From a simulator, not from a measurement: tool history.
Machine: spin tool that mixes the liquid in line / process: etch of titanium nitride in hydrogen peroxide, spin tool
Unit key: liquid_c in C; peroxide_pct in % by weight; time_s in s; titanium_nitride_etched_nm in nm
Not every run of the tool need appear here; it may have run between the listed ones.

Run 1, hour 0.0: liquid_c 54.0 C, peroxide_pct 15.5 % by weight, time_s 325 s. Result: titanium_nitride_etched_nm 10.6710 nm.
Run 2, hour 3.3: liquid_c 55.0 C, peroxide_pct 15.5 % by weight, time_s 325 s. Result: titanium_nitride_etched_nm 11.4830 nm.
Run 3, hour 4.1: liquid_c 51.0 C, peroxide_pct 15.5 % by weight, time_s 325 s. Result: titanium_nitride_etched_nm 8.6478 nm.
Run 4, hour 7.3: liquid_c 51.0 C, peroxide_pct 15.5 % by weight, time_s 325 s. Result: titanium_nitride_etched_nm 8.4446 nm.
Run 5, hour 14.6: liquid_c 51.0 C, peroxide_pct 15.5 % by weight, time_s 345 s. Result: titanium_nitride_etched_nm 9.1826 nm.
Run 6, hour 23.5: liquid_c 54.0 C, peroxide_pct 15.5 % by weight, time_s 345 s. Result: titanium_nitride_etched_nm 11.2980 nm.
Run 7, hour 27.1: liquid_c 55.0 C, peroxide_pct 15.5 % by weight, time_s 345 s. Result: titanium_nitride_etched_nm 12.1430 nm.
Run 8, hour 27.8: liquid_c 55.5 C, peroxide_pct 15.5 % by weight, time_s 345 s. Result: titanium_nitride_etched_nm 12.6010 nm.

What does the tool deliver on the next run?
Run 9, hour 32.2: liquid_c 55.5 C, peroxide_pct 15.5 % by weight, time_s 345 s. Result: titanium_nitride_etched_nm ?.

{"run 9": {"titanium_nitride_etched_nm": 12.549}}

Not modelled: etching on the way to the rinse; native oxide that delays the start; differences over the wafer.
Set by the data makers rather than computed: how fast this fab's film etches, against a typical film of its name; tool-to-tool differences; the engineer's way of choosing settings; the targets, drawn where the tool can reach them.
